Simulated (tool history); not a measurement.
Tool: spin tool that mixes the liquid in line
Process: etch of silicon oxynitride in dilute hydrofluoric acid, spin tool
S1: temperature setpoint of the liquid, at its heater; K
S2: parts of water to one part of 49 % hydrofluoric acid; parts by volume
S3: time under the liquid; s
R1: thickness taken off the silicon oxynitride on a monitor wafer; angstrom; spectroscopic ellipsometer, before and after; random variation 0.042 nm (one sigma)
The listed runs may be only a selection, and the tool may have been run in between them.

run 1 day=0 | S1=297.15 S2=175 S3=325 | R1=53.597
run 2 day=0.279 | S1=295.65 S2=180 S3=325 | R1=48.419
run 3 day=0.45 | S1=294.15 S2=180 S3=325 | R1=44.047
run 4 day=0.604 | S1=297.15 S2=180 S3=325 | R1=51.192
run 5 day=0.938 | S1=297.15 S2=125 S3=325 | R1=77.674
run 6 day=1.221 | S1=295.65 S2=145 S3=325 | R1=61.189
run 7 day=1.467 | S1=294.15 S2=155 S3=325 | R1=53.752

Predict the results of run 8:
run 8 day=1.671 | S1=294.15 S2=155 S3=325 | R1=?

{"run 8": {"R1": 53.015}}
